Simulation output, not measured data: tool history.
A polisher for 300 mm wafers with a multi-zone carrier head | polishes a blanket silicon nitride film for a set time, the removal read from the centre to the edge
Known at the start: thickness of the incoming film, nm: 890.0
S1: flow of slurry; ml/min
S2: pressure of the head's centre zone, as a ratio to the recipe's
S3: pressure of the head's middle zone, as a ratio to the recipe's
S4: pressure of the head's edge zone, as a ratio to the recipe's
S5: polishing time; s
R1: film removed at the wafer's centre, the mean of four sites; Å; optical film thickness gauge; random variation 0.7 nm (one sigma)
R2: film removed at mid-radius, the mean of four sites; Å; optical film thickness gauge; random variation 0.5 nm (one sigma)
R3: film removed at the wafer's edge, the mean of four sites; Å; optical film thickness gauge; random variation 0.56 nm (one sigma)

{"run": 1, "day": 0.0, "S1": 270, "S2": 1, "S3": 1, "S4": 1, "S5": 53, "R1": 670.74, "R2": 686.28, "R3": 634.5}
{"run": 2, "day": 0.342, "S1": 305, "S2": 1, "S3": 1, "S4": 1, "S5": 53, "R1": 663.63, "R2": 673.49, "R3": 643.09}
{"run": 3, "day": 0.625, "S1": 310, "S2": 1.01, "S3": 0.97, "S4": 1, "S5": 49, "R1": 602.03, "R2": 607.97, "R3": 587.29}
{"run": 4, "day": 0.704, "S1": 310, "S2": 1.01, "S3": 0.97, "S4": 0.94, "S5": 49, "R1": 611.62, "R2": 614.57, "R3": 573.46}
{"run": 5, "day": 0.788, "S1": 315, "S2": 1.04, "S3": 0.94, "S4": 0.95, "S5": 46, "R1": 597.93, "R2": 562.67, "R3": 550}
{"run": 6, "day": 0.942, "S1": 315, "S2": 1.04, "S3": 0.94, "S4": 0.87, "S5": 46, "R1": 581.13, "R2": 555.97, "R3": 523.12}
{"run": 7, "day": 1.167, "S1": 315, "S2": 1.05, "S3": 0.91, "S4": 0.88, "S5": 44, "R1": 561.31, "R2": 531.41, "R3": 501.17}
{"run": 8, "day": 1.25, "S1": 240, "S2": 1.15, "S3": 0.81, "S4": 0.98, "S5": 30, "R1": 408.88, "R2": 310.13, "R3": 353.11}
{"run": 9, "day": 1.558, "S1": 240, "S2": 1.15, "S3": 0.81, "S4": 0.98, "S5": 30, "R1": 400.06, "R2": 308.51, "R3": 353.67}
{"run": 10, "day": 1.654, "S1": 255, "S2": 1.15, "S3": 0.83, "S4": 1, "S5": 31, "R1": 425.95, "R2": 325.8, "R3": 363.9}
{"run": 11, "day": 1.988, "S1": 265, "S2": 1.14, "S3": 0.83, "S4": 1.01, "S5": 32, "R1": 430.31, "R2": 345.5, "R3": 383.93}

Run 12 comes next. What will it give?
{"run": 12, "day": 2.188, "S1": 275, "S2": 1.15, "S3": 0.83, "S4": 1.02, "S5": 33, "R1": "?", "R2": "?", "R3": "?"}

R1: 443.32 Å
R2: 359.28 Å
R3: 397.64 Å
